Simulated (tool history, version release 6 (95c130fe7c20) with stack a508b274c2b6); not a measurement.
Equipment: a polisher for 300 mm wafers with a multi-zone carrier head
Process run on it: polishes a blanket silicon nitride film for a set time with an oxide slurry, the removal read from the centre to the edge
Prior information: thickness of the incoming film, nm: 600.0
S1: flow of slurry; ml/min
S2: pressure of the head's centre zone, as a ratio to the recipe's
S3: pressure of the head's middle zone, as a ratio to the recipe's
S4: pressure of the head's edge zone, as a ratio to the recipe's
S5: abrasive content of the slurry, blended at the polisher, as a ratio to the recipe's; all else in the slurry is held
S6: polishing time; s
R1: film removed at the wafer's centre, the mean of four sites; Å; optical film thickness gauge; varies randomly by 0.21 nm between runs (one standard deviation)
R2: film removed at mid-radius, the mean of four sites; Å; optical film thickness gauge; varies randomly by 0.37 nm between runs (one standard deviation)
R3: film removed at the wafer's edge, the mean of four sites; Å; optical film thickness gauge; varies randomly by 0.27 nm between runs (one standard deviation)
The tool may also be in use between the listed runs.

run 1 hour=0.0 | S1=240 S2=1.00 S3=1.00 S4=1.00 S5=1.00 S6=76 | R1=451.26 R2=460.83 R3=462.44
run 2 hour=6.1 | S1=240 S2=1.00 S3=1.00 S4=1.00 S5=1.20 S6=76 | R1=482.44 R2=504.95 R3=500.99
run 3 hour=14.2 | S1=240 S2=1.00 S3=1.00 S4=1.00 S5=1.10 S6=76 | R1=464.96 R2=480.84 R3=482.45
run 4 hour=20.8 | S1=230 S2=0.97 S3=0.97 S4=0.97 S5=1.05 S6=76 | R1=434.77 R2=457.01 R3=466.05
run 5 hour=29.1 | S1=290 S2=0.97 S3=0.97 S4=0.97 S5=1.05 S6=76 | R1=451.46 R2=465.54 R3=476.44
run 6 hour=35.2 | S1=290 S2=0.97 S3=0.97 S4=0.97 S5=1.05 S6=65 | R1=390.02 R2=399.83 R3=406.35
run 7 hour=35.7 | S1=275 S2=0.96 S3=0.96 S4=0.97 S5=1.05 S6=65 | R1=377.58 R2=391.80 R3=402.02
run 8 hour=42.8 | S1=260 S2=0.95 S3=0.95 S4=0.97 S5=1.05 S6=65 | R1=378.21 R2=387.51 R3=399.31
run 9 hour=45.5 | S1=250 S2=0.93 S3=0.94 S4=0.97 S5=1.05 S6=65 | R1=366.11 R2=378.55 R3=398.26
run 10 hour=48.5 | S1=240 S2=0.92 S3=0.94 S4=0.97 S5=1.05 S6=65 | R1=364.03 R2=379.60 R3=403.75
run 11 hour=49.6 | S1=240 S2=0.92 S3=0.94 S4=0.97 S5=1.05 S6=65 | R1=358.90 R2=380.74 R3=394.15

Run 12 has not been measured yet. What should we expect?
run 12 hour=53.9 | S1=240 S2=0.92 S3=0.94 S4=0.97 S5=1.05 S6=65 | R1=? R2=? R3=?

R1: 359.22 Å
R2: 371.98 Å
R3: 397.06 Å
